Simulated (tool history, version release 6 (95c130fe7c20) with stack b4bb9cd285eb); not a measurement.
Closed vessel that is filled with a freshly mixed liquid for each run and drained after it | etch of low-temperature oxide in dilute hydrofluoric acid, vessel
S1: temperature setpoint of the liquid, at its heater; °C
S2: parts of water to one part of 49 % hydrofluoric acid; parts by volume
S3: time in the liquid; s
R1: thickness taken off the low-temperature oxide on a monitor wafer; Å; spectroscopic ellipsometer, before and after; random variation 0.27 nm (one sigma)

| run | day | S1 | S2 | S3 | R1 |
|---|---|---|---|---|---|
| 1 | 0 | 22 | 100 | 100 | 322.71 |
| 2 | 0.267 | 20 | 100 | 100 | 292.32 |
| 3 | 0.521 | 20 | 100 | 100 | 294.01 |
| 4 | 0.558 | 22.5 | 95 | 100 | 348.16 |
| 5 | 0.812 | 22.5 | 95 | 105 | 360.51 |
| 6 | 1.133 | 22.5 | 80 | 105 | 437.23 |
| 7 | 1.254 | 23.5 | 80 | 105 | 452.93 |
| 8 | 1.308 | 24.5 | 80 | 105 | 474.38 |

Forecast run 9:
| 9 | 1.479 | 25 | 80 | 105 | ? |

{"run 9": {"R1": 482.26}}
